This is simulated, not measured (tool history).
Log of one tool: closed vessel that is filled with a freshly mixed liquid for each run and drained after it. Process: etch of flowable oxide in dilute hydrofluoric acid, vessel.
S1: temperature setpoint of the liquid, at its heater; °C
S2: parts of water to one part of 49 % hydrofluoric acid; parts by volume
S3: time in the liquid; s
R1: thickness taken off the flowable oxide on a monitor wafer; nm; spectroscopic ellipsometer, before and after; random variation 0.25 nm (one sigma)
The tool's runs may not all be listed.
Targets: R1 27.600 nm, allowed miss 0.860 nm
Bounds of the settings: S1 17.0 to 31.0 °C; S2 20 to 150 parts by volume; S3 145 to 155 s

run,hour,S1,S2,S3,R1
1,0.0,23.0,85,145,42.531
2,7.5,23.0,70,145,51.906
3,16.4,23.0,40,145,94.027
4,21.2,23.0,40,145,94.187
5,28.9,22.5,45,145,82.642
6,36.8,22.5,45,155,87.285
7,45.5,22.0,50,155,77.414
8,48.0,18.0,80,155,39.600
9,52.4,17.5,90,155,33.656
10,54.5,17.5,90,155,34.354
11,58.4,17.0,95,155,31.706
12,61.8,17.0,100,155,29.351

4 next moves are on the table. One of them brings every result within its allowed miss. Which?
A,65.2,17.0,95,150,?
B,65.2,17.5,95,150,?
C,65.2,18.5,100,145,?
D,65.2,17.0,100,145,?

move,R1
A,30.330
B,30.978
C,29.506
D,27.709
A: further off than the last run
B: further off than the last run
C: further off than the last run
D: meets every target
The right move is D.

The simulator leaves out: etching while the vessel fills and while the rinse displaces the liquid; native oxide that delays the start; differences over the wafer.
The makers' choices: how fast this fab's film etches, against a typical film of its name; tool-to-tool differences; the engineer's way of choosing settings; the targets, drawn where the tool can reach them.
